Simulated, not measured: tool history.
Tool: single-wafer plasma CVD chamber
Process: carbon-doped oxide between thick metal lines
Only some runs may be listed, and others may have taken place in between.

run	hour	heater temperature setpoint (°C)	chamber pressure (Pa)	RF power (W)	deposition time (s)	mean film thickness on the monitor wafer (nm)
1	0	330	635	415	201	963.86
2	7.1	330	747	415	201	996.71
3	11.1	326	783	420	201	1016.9
4	16.9	336	783	420	201	990.3
5	23.6	336	783	420	201	994.11
6	26.8	332	809	430	201	1024.5
7	30.5	328	829	440	201	1061.4
8	32.3	316	888	445	201	1112.7

Estimate the outcome of run 9 from the log above:
9	35.3	315	888	445	201	?

{"run 9": {"mean film thickness on the monitor wafer (nm)": 1122.9}}
